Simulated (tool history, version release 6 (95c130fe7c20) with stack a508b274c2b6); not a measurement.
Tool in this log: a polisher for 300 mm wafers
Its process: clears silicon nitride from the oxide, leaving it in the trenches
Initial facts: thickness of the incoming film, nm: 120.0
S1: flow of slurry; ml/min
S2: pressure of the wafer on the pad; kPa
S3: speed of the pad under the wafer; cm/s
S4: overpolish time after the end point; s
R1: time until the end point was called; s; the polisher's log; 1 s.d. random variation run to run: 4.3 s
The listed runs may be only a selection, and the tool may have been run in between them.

run  hour   S1    S2   S3  S4      R1
  1   0.0  140  21.4  128   8  113.35
  2   1.5  140  20.0  124   8  119.89
  3   7.0  140  18.6  118   8  134.22
  4  12.7  140  18.6  118   6  136.63
  5  19.2  120  18.6  118   6  143.45
  6  21.4  150  18.6  118   6  132.31
  7  25.2  145  17.2  114   6  154.39
  8  29.4  145  16.5  114   6  158.24
  9  30.6  145  15.9  114   6  166.10
 10  34.9  145  15.9  114   6  166.35
 11  43.8  145  15.2  114   6  173.09

Run 12 comes next. What will it give?
 12  46.7  145  14.5  114   6   ?

Run 12 measured R1 177.53 s.
